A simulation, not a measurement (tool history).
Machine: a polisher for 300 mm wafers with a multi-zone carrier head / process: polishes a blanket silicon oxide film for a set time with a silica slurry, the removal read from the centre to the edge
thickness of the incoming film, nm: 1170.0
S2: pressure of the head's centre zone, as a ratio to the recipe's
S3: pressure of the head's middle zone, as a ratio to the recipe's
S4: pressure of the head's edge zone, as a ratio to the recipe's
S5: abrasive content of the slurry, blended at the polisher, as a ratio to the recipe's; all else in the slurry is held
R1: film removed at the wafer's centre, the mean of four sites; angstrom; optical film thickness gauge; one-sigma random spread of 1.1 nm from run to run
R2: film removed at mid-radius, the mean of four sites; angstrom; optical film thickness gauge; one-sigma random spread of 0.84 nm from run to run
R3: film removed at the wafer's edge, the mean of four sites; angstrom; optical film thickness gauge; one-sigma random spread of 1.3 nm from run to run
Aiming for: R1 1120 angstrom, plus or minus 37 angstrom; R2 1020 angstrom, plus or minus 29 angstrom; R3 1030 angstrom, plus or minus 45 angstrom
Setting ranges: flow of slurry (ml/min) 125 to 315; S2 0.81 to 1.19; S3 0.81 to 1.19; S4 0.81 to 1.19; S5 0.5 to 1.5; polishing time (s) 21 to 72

run 1 hour=0 | flow_of_slurry_(ml/min)=205 S2=1 S3=1 S4=1 S5=1 polishing_time_(s)=46 | R1=1979.1 R2=1889.8 R3=1891.1
run 2 hour=6.7 | flow_of_slurry_(ml/min)=205 S2=1 S3=1 S4=1 S5=0.85 polishing_time_(s)=46 | R1=1785.2 R2=1733 R3=1748.9
run 3 hour=13.5 | flow_of_slurry_(ml/min)=205 S2=1.01 S3=0.98 S4=0.96 S5=0.75 polishing_time_(s)=43 | R1=1577.9 R2=1489.1 R3=1520.6
run 4 hour=15.2 | flow_of_slurry_(ml/min)=205 S2=0.93 S3=0.98 S4=0.96 S5=0.75 polishing_time_(s)=43 | R1=1458.9 R2=1508.7 R3=1522.4
run 5 hour=23.9 | flow_of_slurry_(ml/min)=205 S2=0.93 S3=1.05 S4=0.96 S5=0.75 polishing_time_(s)=43 | R1=1434.2 R2=1596.4 R3=1494
run 6 hour=26.9 | flow_of_slurry_(ml/min)=205 S2=0.93 S3=1.05 S4=0.96 S5=0.55 polishing_time_(s)=43 | R1=1188.3 R2=1286.7 R3=1227.1
run 7 hour=30.9 | flow_of_slurry_(ml/min)=200 S2=0.96 S3=1.04 S4=0.96 S5=0.55 polishing_time_(s)=41 | R1=1143.7 R2=1216.7 R3=1144.8
run 8 hour=36.9 | flow_of_slurry_(ml/min)=185 S2=0.99 S3=1.02 S4=0.97 S5=0.55 polishing_time_(s)=41 | R1=1203.3 R2=1206 R3=1202.4
run 9 hour=43 | flow_of_slurry_(ml/min)=190 S2=1.01 S3=1.01 S4=0.97 S5=0.55 polishing_time_(s)=40 | R1=1189 R2=1159.5 R3=1164.9
run 10 hour=50.9 | flow_of_slurry_(ml/min)=190 S2=1.01 S3=1.01 S4=0.97 S5=0.55 polishing_time_(s)=40 | R1=1198.3 R2=1167.6 R3=1145.1
run 11 hour=51.7 | flow_of_slurry_(ml/min)=185 S2=1.02 S3=1 S4=0.97 S5=0.55 polishing_time_(s)=39 | R1=1167.4 R2=1119.4 R3=1108.8
run 12 hour=56.9 | flow_of_slurry_(ml/min)=175 S2=1.03 S3=1 S4=0.97 S5=0.55 polishing_time_(s)=39 | R1=1161.3 R2=1113.1 R3=1126.2
run 13 hour=60.3 | flow_of_slurry_(ml/min)=170 S2=1.05 S3=1 S4=0.96 S5=0.55 polishing_time_(s)=39 | R1=1205.6 R2=1097.1 R3=1106.4
run 14 hour=66.1 | flow_of_slurry_(ml/min)=160 S2=1.05 S3=1 S4=0.96 S5=0.55 polishing_time_(s)=39 | R1=1193.4 R2=1102.9 R3=1061.2
run 15 hour=73.9 | flow_of_slurry_(ml/min)=155 S2=1.05 S3=0.99 S4=0.97 S5=0.55 polishing_time_(s)=39 | R1=1188.1 R2=1091.7 R3=1102.3

Consider the 4 candidate settings below. Which is the only one whose results all fall within their allowed miss of target?
run A hour=81.7 | flow_of_slurry_(ml/min)=135 S2=1.08 S3=1 S4=0.95 S5=0.5 polishing_time_(s)=40 | R1=? R2=? R3=?
run B hour=81.7 | flow_of_slurry_(ml/min)=130 S2=0.92 S3=1 S4=0.91 S5=0.55 polishing_time_(s)=44 | R1=? R2=? R3=?
run C hour=81.7 | flow_of_slurry_(ml/min)=180 S2=1.05 S3=0.97 S4=0.92 S5=0.55 polishing_time_(s)=40 | R1=? R2=? R3=?
run D hour=81.7 | flow_of_slurry_(ml/min)=160 S2=1.02 S3=1.05 S4=0.9 S5=0.65 polishing_time_(s)=34 | R1=? R2=? R3=?

move=A R1=1131.5 R2=1024 R3=1023.3
move=B R1=1127.1 R2=1200.8 R3=1177.8
move=C R1=1231.8 R2=1112.5 R3=1112.3
move=D R1=1118.1 R2=1113.5 R3=1034
A: each result inside its tolerance
B: lands further from the targets than the last run did
C: lands further from the targets than the last run did
D: lands further from the targets than the last run did
Move A is the one to make.
